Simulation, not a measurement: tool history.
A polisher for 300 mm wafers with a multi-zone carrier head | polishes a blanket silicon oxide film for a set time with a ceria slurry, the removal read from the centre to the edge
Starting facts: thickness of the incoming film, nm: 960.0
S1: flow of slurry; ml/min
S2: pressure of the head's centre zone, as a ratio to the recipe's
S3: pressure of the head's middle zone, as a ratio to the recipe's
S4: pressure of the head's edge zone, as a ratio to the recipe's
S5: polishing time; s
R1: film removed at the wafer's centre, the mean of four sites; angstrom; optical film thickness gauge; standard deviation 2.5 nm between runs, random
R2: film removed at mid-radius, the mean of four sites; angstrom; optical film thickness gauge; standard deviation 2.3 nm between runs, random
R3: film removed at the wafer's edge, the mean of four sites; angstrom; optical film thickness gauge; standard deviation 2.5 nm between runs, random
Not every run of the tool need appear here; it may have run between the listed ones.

| run | hour | S1 | S2 | S3 | S4 | S5 | R1 | R2 | R3 |
|---|---|---|---|---|---|---|---|---|---|
| 1 | 0.0 | 135 | 1.00 | 1.00 | 1.00 | 68 | 2614.9 | 2650.7 | 2545.4 |
| 2 | 7.8 | 145 | 1.02 | 0.99 | 1.02 | 68 | 2708.5 | 2684.8 | 2654.8 |
| 3 | 9.3 | 155 | 1.04 | 0.98 | 1.02 | 68 | 2814.3 | 2656.2 | 2684.0 |
| 4 | 16.3 | 165 | 1.05 | 0.99 | 1.02 | 68 | 2835.2 | 2690.1 | 2636.6 |
| 5 | 20.0 | 165 | 1.05 | 1.02 | 1.02 | 68 | 2868.6 | 2753.8 | 2680.7 |
| 6 | 20.6 | 165 | 1.05 | 1.02 | 1.07 | 68 | 2882.7 | 2753.5 | 2746.1 |
| 7 | 23.4 | 170 | 1.06 | 1.02 | 1.08 | 68 | 2930.5 | 2788.9 | 2744.0 |
| 8 | 26.5 | 175 | 1.07 | 1.02 | 1.09 | 68 | 3018.6 | 2829.4 | 2788.6 |
| 9 | 30.6 | 180 | 1.08 | 1.02 | 1.10 | 68 | 2980.8 | 2827.5 | 2853.6 |

Expected results for the next run?
| 10 | 31.2 | 185 | 1.09 | 1.02 | 1.10 | 68 | ? | ? | ? |

{"run 10": {"R1": 3069.2, "R2": 2824.8, "R3": 2867.8}}

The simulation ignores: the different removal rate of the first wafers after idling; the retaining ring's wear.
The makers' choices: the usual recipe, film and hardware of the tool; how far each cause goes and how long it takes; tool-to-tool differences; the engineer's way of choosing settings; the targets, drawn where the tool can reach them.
